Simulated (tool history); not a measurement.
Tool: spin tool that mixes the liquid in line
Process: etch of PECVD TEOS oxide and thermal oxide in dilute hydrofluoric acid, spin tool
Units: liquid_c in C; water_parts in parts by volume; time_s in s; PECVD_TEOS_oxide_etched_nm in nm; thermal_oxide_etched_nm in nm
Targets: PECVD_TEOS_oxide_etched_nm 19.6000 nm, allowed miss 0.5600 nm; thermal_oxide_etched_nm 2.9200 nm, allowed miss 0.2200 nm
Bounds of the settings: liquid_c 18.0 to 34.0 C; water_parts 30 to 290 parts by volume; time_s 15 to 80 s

{"run": 1, "hour": 0.0, "liquid_c": 26.0, "water_parts": 160, "time_s": 40, "PECVD_TEOS_oxide_etched_nm": 6.7817, "thermal_oxide_etched_nm": 1.0075}
{"run": 2, "hour": 2.3, "liquid_c": 26.0, "water_parts": 160, "time_s": 50, "PECVD_TEOS_oxide_etched_nm": 8.501, "thermal_oxide_etched_nm": 1.3141}
{"run": 3, "hour": 11.1, "liquid_c": 28.0, "water_parts": 140, "time_s": 50, "PECVD_TEOS_oxide_etched_nm": 10.729, "thermal_oxide_etched_nm": 1.6044}
{"run": 4, "hour": 15.6, "liquid_c": 30.0, "water_parts": 140, "time_s": 50, "PECVD_TEOS_oxide_etched_nm": 11.581, "thermal_oxide_etched_nm": 1.6518}
{"run": 5, "hour": 16.2, "liquid_c": 30.0, "water_parts": 140, "time_s": 40, "PECVD_TEOS_oxide_etched_nm": 9.2231, "thermal_oxide_etched_nm": 1.3636}
{"run": 6, "hour": 17.0, "liquid_c": 31.0, "water_parts": 115, "time_s": 40, "PECVD_TEOS_oxide_etched_nm": 12.105, "thermal_oxide_etched_nm": 1.8301}
{"run": 7, "hour": 23.1, "liquid_c": 32.0, "water_parts": 105, "time_s": 40, "PECVD_TEOS_oxide_etched_nm": 13.96, "thermal_oxide_etched_nm": 2.1862}
{"run": 8, "hour": 26.2, "liquid_c": 32.5, "water_parts": 100, "time_s": 40, "PECVD_TEOS_oxide_etched_nm": 15.041, "thermal_oxide_etched_nm": 2.2367}
{"run": 9, "hour": 34.4, "liquid_c": 33.0, "water_parts": 95, "time_s": 40, "PECVD_TEOS_oxide_etched_nm": 16.235, "thermal_oxide_etched_nm": 2.5056}
{"run": 10, "hour": 39.8, "liquid_c": 33.5, "water_parts": 90, "time_s": 40, "PECVD_TEOS_oxide_etched_nm": 17.537, "thermal_oxide_etched_nm": 2.6344}

4 next moves are on the table. One of them brings every result within its allowed miss. Which?
{"run": "A", "hour": 45.2, "liquid_c": 33.5, "water_parts": 130, "time_s": 55, "PECVD_TEOS_oxide_etched_nm": "?", "thermal_oxide_etched_nm": "?"}
{"run": "B", "hour": 45.2, "liquid_c": 33.0, "water_parts": 105, "time_s": 40, "PECVD_TEOS_oxide_etched_nm": "?", "thermal_oxide_etched_nm": "?"}
{"run": "C", "hour": 45.2, "liquid_c": 34.0, "water_parts": 105, "time_s": 40, "PECVD_TEOS_oxide_etched_nm": "?", "thermal_oxide_etched_nm": "?"}
{"run": "D", "hour": 45.2, "liquid_c": 32.5, "water_parts": 105, "time_s": 55, "PECVD_TEOS_oxide_etched_nm": "?", "thermal_oxide_etched_nm": "?"}

move=A PECVD_TEOS_oxide_etched_nm=15.7150 thermal_oxide_etched_nm=2.3488
move=B PECVD_TEOS_oxide_etched_nm=14.4240 thermal_oxide_etched_nm=2.1557
move=C PECVD_TEOS_oxide_etched_nm=14.9540 thermal_oxide_etched_nm=2.2350
move=D PECVD_TEOS_oxide_etched_nm=19.4750 thermal_oxide_etched_nm=2.9107
A: further off than the last run
B: further off than the last run
C: further off than the last run
D: meets every target
The right move is D.
